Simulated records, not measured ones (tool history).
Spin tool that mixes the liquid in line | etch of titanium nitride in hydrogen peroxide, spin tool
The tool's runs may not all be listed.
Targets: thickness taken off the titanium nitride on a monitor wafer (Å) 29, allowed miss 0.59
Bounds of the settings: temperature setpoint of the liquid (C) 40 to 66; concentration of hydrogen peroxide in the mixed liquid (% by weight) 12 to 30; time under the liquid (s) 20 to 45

run,hour,temperature setpoint of the liquid (C),concentration of hydrogen peroxide in the mixed liquid (% by weight),time under the liquid (s),thickness taken off the titanium nitride on a monitor wafer (Å)
1,0,56,21.5,45,37.62
2,4.4,56,19.5,45,36.622
3,9.9,55.5,19.5,45,35.715
4,15.4,55.5,19.5,20,15.713
5,19.5,56.5,19.5,20,16.96
6,20.6,56.5,22,20,17.579
7,27,58,21.5,20,19.248
8,34,59.5,21.5,20,21.299
9,37.9,60.5,21.5,20,22.916
10,43.2,61.5,21.5,20,24.544
11,48.6,62,21.5,20,25.171
12,54.5,62.5,21.5,20,26.073
13,55.4,63,21.5,20,26.94
14,56.2,63.5,21.5,20,27.672
15,63.2,64.5,21.5,20,29.95

Which of these 5 next moves meets every target?
A,70.2,65,20.5,20,?
B,70.2,65,24.5,20,?
C,70.2,65,22,20,?
D,70.2,65,21,20,?
E,70.2,64.5,19.5,20,?

move,thickness taken off the titanium nitride on a monitor wafer (Å)
A,30.558
B,31.758
C,31.026
D,30.716
E,29.25
A: further off than the last run
B: further off than the last run
C: further off than the last run
D: further off than the last run
E: meets every target
Answer: E
